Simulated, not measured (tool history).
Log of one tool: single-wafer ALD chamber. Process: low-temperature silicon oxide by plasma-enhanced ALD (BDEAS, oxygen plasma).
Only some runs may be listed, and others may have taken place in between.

run    day  heater temperature setpoint (deg C)  number of ALD cycles (cycles)  mean film thickness on the monitor wafer (nm)
  1  0.000                                  110                             28                                         3.7339
  2  0.333                                  106                             28                                         3.7678
  3  0.567                                  108                             26                                         3.4708
  4  0.725                                  109                             25                                         3.3422
  5  1.017                                   99                             25                                         3.4460
  6  1.062                                  103                             24                                         3.2662
  7  1.129                                  106                             24                                         3.2478
     1.425  -- thermocouple changed; heater temperature recalibrated
  8  1.425                                  109                             24                                         3.2101
  9  1.796                                  111                             24                                         3.1871
 10  1.925                                  113                             24                                         3.1848
 11  2.075                                  115                             24                                         3.1692

The next listed run, before its measurement:
 12  2.267                                  117                             24                                              ?

mean film thickness on the monitor wafer (nm): 3.1594

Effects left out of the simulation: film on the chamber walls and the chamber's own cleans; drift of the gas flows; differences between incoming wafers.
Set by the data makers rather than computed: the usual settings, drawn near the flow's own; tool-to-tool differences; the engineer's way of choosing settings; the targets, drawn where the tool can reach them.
